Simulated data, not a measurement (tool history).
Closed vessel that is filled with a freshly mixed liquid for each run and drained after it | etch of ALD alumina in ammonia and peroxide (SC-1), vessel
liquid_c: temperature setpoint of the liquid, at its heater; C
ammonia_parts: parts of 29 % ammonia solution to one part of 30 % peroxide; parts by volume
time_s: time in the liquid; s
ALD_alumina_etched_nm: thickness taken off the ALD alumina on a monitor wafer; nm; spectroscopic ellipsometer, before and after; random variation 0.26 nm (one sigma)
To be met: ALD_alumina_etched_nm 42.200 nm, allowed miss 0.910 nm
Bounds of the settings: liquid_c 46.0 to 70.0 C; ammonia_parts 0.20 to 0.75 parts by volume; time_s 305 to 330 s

| run | day | liquid_c | ammonia_parts | time_s | ALD_alumina_etched_nm |
|---|---|---|---|---|---|
| 1 | 0.000 | 62.0 | 0.45 | 305 | 27.413 |
| 2 | 0.238 | 62.0 | 0.50 | 305 | 27.842 |
| 3 | 0.567 | 55.0 | 0.50 | 305 | 19.257 |
| 4 | 0.758 | 61.5 | 0.50 | 305 | 27.214 |
| 5 | 0.808 | 61.5 | 0.40 | 305 | 26.634 |
| 6 | 1.067 | 61.5 | 0.30 | 305 | 25.937 |
| 7 | 1.129 | 63.5 | 0.30 | 305 | 28.876 |
| 8 | 1.379 | 65.0 | 0.30 | 305 | 30.920 |
| 9 | 1.412 | 66.0 | 0.30 | 305 | 32.356 |
| 10 | 1.600 | 67.0 | 0.30 | 305 | 34.044 |
| 11 | 1.650 | 67.5 | 0.30 | 305 | 35.018 |
|  | 1.938 | thermometer replaced |
| 12 | 1.938 | 70.0 | 0.40 | 315 | 43.997 |

4 next moves are on the table. One of them brings every result within its allowed miss. Which?
| A | 2.225 | 69.0 | 0.45 | 310 | ? |
| B | 2.225 | 70.0 | 0.45 | 330 | ? |
| C | 2.225 | 70.0 | 0.40 | 325 | ? |
| D | 2.225 | 69.5 | 0.40 | 320 | ? |

| move | ALD_alumina_etched_nm |
|---|---|
| A | 41.609 |
| B | 46.478 |
| C | 45.270 |
| D | 43.515 |
A: meets every target
B: further off than the last run
C: further off than the last run
D: nearer than the last run, and not there yet
Move A is the one to make.
